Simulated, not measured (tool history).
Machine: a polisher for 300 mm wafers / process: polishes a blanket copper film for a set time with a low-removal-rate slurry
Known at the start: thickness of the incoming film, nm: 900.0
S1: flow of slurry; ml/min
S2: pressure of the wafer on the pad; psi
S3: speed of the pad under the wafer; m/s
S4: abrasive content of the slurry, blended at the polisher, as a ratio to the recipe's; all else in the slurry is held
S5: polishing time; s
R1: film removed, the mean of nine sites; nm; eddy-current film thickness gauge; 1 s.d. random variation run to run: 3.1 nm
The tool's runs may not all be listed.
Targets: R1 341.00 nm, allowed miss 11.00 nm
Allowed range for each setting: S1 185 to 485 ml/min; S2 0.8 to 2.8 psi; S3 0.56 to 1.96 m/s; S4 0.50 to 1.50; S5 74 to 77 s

Run 1, hour 0.0: S1 310 ml/min, S2 1.8 psi, S3 1.26 m/s, S4 1.00, S5 74 s. Result: R1 198.44 nm.
Run 2, hour 2.5: S1 310 ml/min, S2 2.0 psi, S3 1.26 m/s, S4 1.00, S5 74 s. Result: R1 214.91 nm.
Run 3, hour 10.2: S1 310 ml/min, S2 2.0 psi, S3 1.26 m/s, S4 1.00, S5 74 s. Result: R1 214.74 nm.
Run 4, hour 14.5: S1 310 ml/min, S2 2.2 psi, S3 1.30 m/s, S4 1.00, S5 74 s. Result: R1 238.27 nm.
Run 5, hour 16.8: S1 310 ml/min, S2 2.3 psi, S3 1.34 m/s, S4 1.00, S5 74 s. Result: R1 255.83 nm.
Run 6, hour 22.7: S1 310 ml/min, S2 2.4 psi, S3 1.36 m/s, S4 1.00, S5 74 s. Result: R1 266.74 nm.
Run 7, hour 23.4: S1 310 ml/min, S2 2.5 psi, S3 1.40 m/s, S4 1.00, S5 74 s. Result: R1 283.01 nm.
Run 8, hour 29.0: S1 310 ml/min, S2 2.8 psi, S3 1.48 m/s, S4 1.00, S5 74 s. Result: R1 324.19 nm.

5 candidate next runs follow, results not yet known. Just one meets every target within its allowed miss. Identify it.
Run A, hour 34.6: S1 335 ml/min, S2 2.6 psi, S3 1.42 m/s, S4 0.95, S5 77 s. Result: R1 ?.
Run B, hour 34.6: S1 360 ml/min, S2 2.8 psi, S3 1.42 m/s, S4 1.05, S5 77 s. Result: R1 ?.
Run C, hour 34.6: S1 335 ml/min, S2 2.8 psi, S3 1.40 m/s, S4 0.90, S5 75 s. Result: R1 ?.
Run D, hour 34.6: S1 480 ml/min, S2 2.7 psi, S3 1.34 m/s, S4 1.05, S5 74 s. Result: R1 ?.
Run E, hour 34.6: S1 295 ml/min, S2 2.8 psi, S3 1.34 m/s, S4 1.05, S5 74 s. Result: R1 ?.

move      R1
   A  310.13
   B  336.79
   C  313.70
   D  303.14
   E  300.75
A: further off than the last run
B: in spec on every target
C: further off than the last run
D: further off than the last run
E: further off than the last run
B meets every target.

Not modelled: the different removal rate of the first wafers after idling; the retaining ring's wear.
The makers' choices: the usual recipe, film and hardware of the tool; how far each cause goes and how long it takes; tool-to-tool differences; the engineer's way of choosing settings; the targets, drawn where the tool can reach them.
